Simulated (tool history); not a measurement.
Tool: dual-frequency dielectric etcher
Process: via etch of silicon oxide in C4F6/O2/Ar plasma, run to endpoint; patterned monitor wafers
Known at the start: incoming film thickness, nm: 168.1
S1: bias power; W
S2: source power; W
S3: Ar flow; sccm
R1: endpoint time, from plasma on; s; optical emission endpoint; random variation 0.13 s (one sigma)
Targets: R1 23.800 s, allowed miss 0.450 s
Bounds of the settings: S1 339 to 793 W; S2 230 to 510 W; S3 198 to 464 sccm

run    day   S1   S2   S3      R1
  1  0.000  566  370  331  30.947
  2  0.367  566  370  287  30.470
  3  0.529  624  400  280  27.616
  4  0.896  667  400  280  26.708
  5  1.196  667  400  301  27.176
  6  1.258  667  400  322  27.058
  7  1.500  700  410  321  26.145
  8  1.771  724  420  320  25.590
  9  1.875  742  430  319  24.829
 10  2.154  755  430  319  24.767
 11  2.512  765  430  318  24.348
 12  2.712  772  430  318  24.254
 13  2.929  777  430  318  24.258

Which of these 5 next moves meets every target?
  A  3.146  743  410  260   ?
  B  3.146  793  440  339   ?
  C  3.146  755  410  295   ?
  D  3.146  587  510  240   ?
  E  3.146  760  420  310   ?

move      R1
   A  24.704
   B  24.054
   C  24.933
   D  25.527
   E  24.773
A: further off than the last run
B: meets every target
C: further off than the last run
D: further off than the last run
E: further off than the last run
Answer: B
